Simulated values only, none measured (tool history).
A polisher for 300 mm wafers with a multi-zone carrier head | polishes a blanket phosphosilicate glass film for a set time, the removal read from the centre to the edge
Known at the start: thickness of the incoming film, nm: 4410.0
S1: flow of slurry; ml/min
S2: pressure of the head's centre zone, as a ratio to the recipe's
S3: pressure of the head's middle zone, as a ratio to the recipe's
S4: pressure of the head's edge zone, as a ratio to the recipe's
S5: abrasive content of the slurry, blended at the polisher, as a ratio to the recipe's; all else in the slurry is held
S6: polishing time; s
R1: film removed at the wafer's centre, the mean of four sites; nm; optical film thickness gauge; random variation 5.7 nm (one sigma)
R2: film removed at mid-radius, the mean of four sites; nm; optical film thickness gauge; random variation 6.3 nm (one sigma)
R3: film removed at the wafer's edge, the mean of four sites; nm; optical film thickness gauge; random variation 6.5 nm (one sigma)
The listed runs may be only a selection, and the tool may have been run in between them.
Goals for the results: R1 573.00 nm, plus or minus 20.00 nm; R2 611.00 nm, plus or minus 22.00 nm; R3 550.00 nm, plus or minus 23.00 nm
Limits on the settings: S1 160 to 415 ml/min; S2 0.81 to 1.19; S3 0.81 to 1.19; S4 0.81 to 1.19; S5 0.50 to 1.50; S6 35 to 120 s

run  hour   S1    S2    S3    S4    S5  S6      R1      R2      R3
  1   0.0  265  1.00  1.00  1.00  1.00  77  489.05  480.89  459.53
  2   6.8  265  1.00  0.94  1.00  1.00  77  484.59  454.12  458.82
  3   9.1  270  1.01  1.00  1.04  1.05  77  496.43  503.26  469.52
  4  16.0  270  1.01  1.00  1.04  1.25  77  527.75  524.96  508.94
  5  18.5  280  1.02  1.02  1.06  1.30  77  548.00  539.71  524.77
  6  26.7  285  1.02  1.05  1.07  1.35  77  555.79  562.08  529.79
  7  35.0  290  1.02  1.07  1.08  1.40  77  546.80  590.54  531.73
  8  39.7  300  1.05  1.07  1.10  1.45  77  582.45  591.18  550.43

Exercise: of the 4 proposed moves below, exactly one satisfies all targets within the stated allowed misses. Which move is it?
  A  44.4  310  1.03  1.11  1.14  1.50  77   ?   ?   ?
  B  44.4  315  1.01  0.97  1.16  1.50  76   ?   ?   ?
  C  44.4  365  1.02  1.04  1.10  1.30  76   ?   ?   ?
  D  44.4  320  0.96  1.16  1.09  1.50  77   ?   ?   ?

move      R1      R2      R3
   A  590.55  615.94  553.56
   B  571.69  542.90  550.88
   C  558.65  556.21  521.70
   D  551.78  641.54  546.69
A: meets every target
B: lands further from the targets than the last run did
C: lands further from the targets than the last run did
D: moves the result that the last run missed by most past its target, out the other side
So the answer is move A, the one that meets all the targets.
